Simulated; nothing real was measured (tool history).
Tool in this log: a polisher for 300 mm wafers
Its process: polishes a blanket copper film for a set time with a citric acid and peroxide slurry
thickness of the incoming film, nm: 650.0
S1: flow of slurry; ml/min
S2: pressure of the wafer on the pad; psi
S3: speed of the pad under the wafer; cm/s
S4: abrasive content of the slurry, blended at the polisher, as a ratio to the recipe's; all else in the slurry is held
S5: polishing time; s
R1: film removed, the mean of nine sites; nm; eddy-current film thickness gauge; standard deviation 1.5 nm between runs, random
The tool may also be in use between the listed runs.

{"run": 1, "day": 0.0, "S1": 275, "S2": 3.3, "S3": 128, "S4": 1.0, "S5": 46, "R1": 137.3}
{"run": 2, "day": 0.246, "S1": 275, "S2": 3.5, "S3": 128, "S4": 1.0, "S5": 46, "R1": 146.79}
{"run": 3, "day": 0.392, "S1": 275, "S2": 3.6, "S3": 128, "S4": 1.0, "S5": 46, "R1": 150.84}
{"run": 4, "day": 0.767, "S1": 275, "S2": 3.6, "S3": 104, "S4": 1.0, "S5": 46, "R1": 122.9}
{"run": 5, "day": 0.871, "S1": 305, "S2": 3.6, "S3": 104, "S4": 1.0, "S5": 46, "R1": 122.73}
{"run": 6, "day": 1.033, "S1": 305, "S2": 3.6, "S3": 104, "S4": 1.0, "S5": 46, "R1": 122.47}
{"run": 7, "day": 1.275, "S1": 305, "S2": 3.8, "S3": 104, "S4": 1.0, "S5": 46, "R1": 129.45}

Run 8 comes next. What will it give?
{"run": 8, "day": 1.55, "S1": 305, "S2": 4.0, "S3": 106, "S4": 1.0, "S5": 46, "R1": "?"}

{"run 8": {"R1": 136.45}}

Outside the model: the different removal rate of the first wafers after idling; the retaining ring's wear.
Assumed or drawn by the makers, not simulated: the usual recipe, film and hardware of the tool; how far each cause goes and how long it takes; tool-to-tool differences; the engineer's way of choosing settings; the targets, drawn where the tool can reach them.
